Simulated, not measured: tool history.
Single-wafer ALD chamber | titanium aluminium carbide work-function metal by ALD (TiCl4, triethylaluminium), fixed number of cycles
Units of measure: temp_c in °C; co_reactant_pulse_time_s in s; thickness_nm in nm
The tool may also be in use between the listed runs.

{"run": 1, "hour": 0.0, "temp_c": 305, "co_reactant_pulse_time_s": 14.79, "thickness_nm": 2.0261}
{"run": 2, "hour": 1.8, "temp_c": 301, "co_reactant_pulse_time_s": 14.2, "thickness_nm": 1.9862}
{"run": 3, "hour": 6.0, "temp_c": 298, "co_reactant_pulse_time_s": 13.9, "thickness_nm": 1.955}
{"run": 4, "hour": 9.7, "temp_c": 298, "co_reactant_pulse_time_s": 15.75, "thickness_nm": 1.9786}
{"run": 5, "hour": 11.0, "temp_c": 290, "co_reactant_pulse_time_s": 15.75, "thickness_nm": 1.9028}
{"run": 6, "hour": 13.3, "temp_c": 288, "co_reactant_pulse_time_s": 15.37, "thickness_nm": 1.8706}
{"run": 7, "hour": 18.4, "temp_c": 287, "co_reactant_pulse_time_s": 15.24, "thickness_nm": 1.8712}
{"run": 8, "hour": 25.2, "temp_c": 287, "co_reactant_pulse_time_s": 15.24, "thickness_nm": 1.8774}
{"run": 9, "hour": 29.2, "temp_c": 286, "co_reactant_pulse_time_s": 14.74, "thickness_nm": 1.8707}

Run 10, settings as shown, results not yet in. Your forecast:
{"run": 10, "hour": 30.9, "temp_c": 285, "co_reactant_pulse_time_s": 13.86, "thickness_nm": "?"}

{"run 10": {"thickness_nm": 1.8647}}
